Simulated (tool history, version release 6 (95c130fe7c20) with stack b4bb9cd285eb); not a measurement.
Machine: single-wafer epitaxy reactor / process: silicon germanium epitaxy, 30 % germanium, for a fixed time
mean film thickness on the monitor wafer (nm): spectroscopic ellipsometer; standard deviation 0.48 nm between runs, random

run,hour,wafer temperature setpoint (pyrometer-controlled) (deg C),chamber pressure (Pa),mean film thickness on the monitor wafer (nm)
1,0.0,600,3573,70.796
2,7.2,600,3026,68.392
3,9.3,600,2560,64.435
4,14.0,602,2573,67.056
5,19.9,604,2586,70.124
6,24.3,604,2146,66.178
7,29.7,606,2160,68.520
8,38.5,608,2160,71.744
9,47.1,609,2160,71.625
10,52.3,610,2160,74.076
11,58.2,611,2160,75.519

Expected results for the next run?
12,67.0,612,2160,?

mean film thickness on the monitor wafer (nm): 75.357

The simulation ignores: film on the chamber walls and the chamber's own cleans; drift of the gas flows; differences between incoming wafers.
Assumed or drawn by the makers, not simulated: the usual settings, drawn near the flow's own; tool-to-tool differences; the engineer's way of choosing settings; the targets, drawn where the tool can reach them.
